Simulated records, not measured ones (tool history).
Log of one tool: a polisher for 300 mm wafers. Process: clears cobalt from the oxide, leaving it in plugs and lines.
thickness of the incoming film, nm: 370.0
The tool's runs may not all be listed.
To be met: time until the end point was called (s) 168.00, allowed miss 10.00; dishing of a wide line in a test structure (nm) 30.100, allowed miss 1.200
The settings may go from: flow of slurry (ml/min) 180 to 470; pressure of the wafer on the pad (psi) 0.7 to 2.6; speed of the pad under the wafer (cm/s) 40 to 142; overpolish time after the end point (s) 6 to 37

| run | hour | flow of slurry (ml/min) | pressure of the wafer on the pad (psi) | speed of the pad under the wafer (cm/s) | overpolish time after the end point (s) | time until the end point was called (s) | dishing of a wide line in a test structure (nm) |
|---|---|---|---|---|---|---|---|
| 1 | 0.0 | 300 | 1.6 | 90 | 19 | 111.65 | 37.725 |
| 2 | 6.1 | 300 | 1.2 | 90 | 19 | 149.34 | 31.582 |
| 3 | 10.9 | 365 | 1.2 | 90 | 19 | 146.00 | 31.024 |
| 4 | 11.9 | 365 | 0.9 | 90 | 19 | 197.80 | 25.511 |
| 5 | 12.5 | 365 | 0.7 | 90 | 19 | 242.75 | 21.446 |
| 6 | 21.0 | 365 | 0.8 | 90 | 19 | 218.66 | 23.226 |
| 7 | 22.4 | 365 | 1.2 | 90 | 21 | 146.75 | 34.417 |
| 8 | 24.7 | 360 | 1.2 | 90 | 21 | 151.63 | 33.796 |
| 9 | 31.0 | 350 | 1.0 | 90 | 19 | 178.44 | 27.581 |
| 10 | 34.5 | 350 | 1.0 | 90 | 20 | 184.86 | 29.023 |
| 11 | 40.8 | 355 | 1.0 | 90 | 20 | 179.50 | 28.989 |

Which of these 4 next moves meets every target?
| A | 47.1 | 385 | 0.9 | 98 | 19 | ? | ? |
| B | 47.1 | 465 | 1.0 | 96 | 20 | ? | ? |
| C | 47.1 | 420 | 0.8 | 90 | 26 | ? | ? |
| D | 47.1 | 370 | 0.9 | 90 | 24 | ? | ? |

| move | time until the end point was called (s) | dishing of a wide line in a test structure (nm) |
|---|---|---|
| A | 179.30 | 27.221 |
| B | 163.69 | 30.316 |
| C | 216.55 | 30.000 |
| D | 195.25 | 30.496 |
A: further off than the last run
B: meets every target
C: further off than the last run
D: further off than the last run
Answer: B
